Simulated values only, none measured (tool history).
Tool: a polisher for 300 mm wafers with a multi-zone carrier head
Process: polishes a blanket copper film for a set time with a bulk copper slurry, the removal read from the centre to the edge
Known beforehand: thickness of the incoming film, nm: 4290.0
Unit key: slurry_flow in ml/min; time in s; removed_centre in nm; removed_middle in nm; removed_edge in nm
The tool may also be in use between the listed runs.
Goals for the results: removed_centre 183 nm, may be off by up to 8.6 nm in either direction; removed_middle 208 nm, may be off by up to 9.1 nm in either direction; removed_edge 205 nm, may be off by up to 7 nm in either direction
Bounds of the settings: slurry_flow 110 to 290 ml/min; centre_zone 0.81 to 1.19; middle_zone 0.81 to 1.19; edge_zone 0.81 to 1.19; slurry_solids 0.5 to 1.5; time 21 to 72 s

Run 1, hour 0: slurry_flow 185 ml/min, centre_zone 1, middle_zone 1, edge_zone 1, slurry_solids 1, time 46 s. Result: removed_centre 333.62 nm, removed_middle 307.89 nm, removed_edge 302.94 nm.
Run 2, hour 5.7: slurry_flow 185 ml/min, centre_zone 1, middle_zone 1, edge_zone 1, slurry_solids 0.85, time 46 s. Result: removed_centre 325.26 nm, removed_middle 292.96 nm, removed_edge 294.38 nm.
Run 3, hour 11.9: slurry_flow 175 ml/min, centre_zone 0.96, middle_zone 1.01, edge_zone 1, slurry_solids 0.8, time 43 s. Result: removed_centre 291.79 nm, removed_middle 274.59 nm, removed_edge 264.94 nm.
Run 4, hour 16: slurry_flow 175 ml/min, centre_zone 1, middle_zone 1.01, edge_zone 1, slurry_solids 0.8, time 43 s. Result: removed_centre 309.27 nm, removed_middle 271.07 nm, removed_edge 268.85 nm.
Run 5, hour 23.2: slurry_flow 175 ml/min, centre_zone 1.04, middle_zone 1.01, edge_zone 1, slurry_solids 0.8, time 43 s. Result: removed_centre 319.49 nm, removed_middle 270.99 nm, removed_edge 265.84 nm.
Run 6, hour 24.1: slurry_flow 175 ml/min, centre_zone 1.04, middle_zone 1.01, edge_zone 1, slurry_solids 0.8, time 48 s. Result: removed_centre 343.94 nm, removed_middle 304.86 nm, removed_edge 297.63 nm.
Run 7, hour 28: slurry_flow 160 ml/min, centre_zone 0.99, middle_zone 1.03, edge_zone 1.04, slurry_solids 0.75, time 44 s. Result: removed_centre 295.71 nm, removed_middle 272.13 nm, removed_edge 271.41 nm.
Run 8, hour 31.2: slurry_flow 150 ml/min, centre_zone 0.95, middle_zone 1.05, edge_zone 1.06, slurry_solids 0.7, time 42 s. Result: removed_centre 265.81 nm, removed_middle 254.79 nm, removed_edge 255.87 nm.
Run 9, hour 37: slurry_flow 145 ml/min, centre_zone 0.92, middle_zone 1.07, edge_zone 1.07, slurry_solids 0.65, time 40 s. Result: removed_centre 237.26 nm, removed_middle 241.27 nm, removed_edge 239.6 nm.
Run 10, hour 37.8: slurry_flow 125 ml/min, centre_zone 0.82, middle_zone 1.06, edge_zone 1.03, slurry_solids 0.5, time 36 s. Result: removed_centre 175.61 nm, removed_middle 208.83 nm, removed_edge 194.39 nm.

Exactly one of the 4 candidate moves below puts every result within its allowed miss. Which one?
Run A, hour 38.6: slurry_flow 110 ml/min, centre_zone 0.84, middle_zone 1.07, edge_zone 1.03, slurry_solids 0.65, time 33 s. Result: removed_centre ?, removed_middle ?, removed_edge ?.
Run B, hour 38.6: slurry_flow 115 ml/min, centre_zone 0.81, middle_zone 1.01, edge_zone 0.96, slurry_solids 0.55, time 38 s. Result: removed_centre ?, removed_middle ?, removed_edge ?.
Run C, hour 38.6: slurry_flow 170 ml/min, centre_zone 0.92, middle_zone 1.04, edge_zone 1.07, slurry_solids 0.55, time 34 s. Result: removed_centre ?, removed_middle ?, removed_edge ?.
Run D, hour 38.6: slurry_flow 130 ml/min, centre_zone 0.82, middle_zone 0.89, edge_zone 1.19, slurry_solids 0.55, time 37 s. Result: removed_centre ?, removed_middle ?, removed_edge ?.

move  removed_centre  removed_middle  removed_edge
   A          171.58          190.94        185.42
   B           186.7          204.96        202.13
   C          207.63          203.42        200.65
   D          189.87          184.59        221.59
A: the biggest miss grows against the last run
B: every result lands within tolerance
C: brings the result that was furthest off to its target, and leaves another outside
D: the result that was furthest off in the last run now lies on the other side of its target
B is the move that brings every result within its allowed miss.
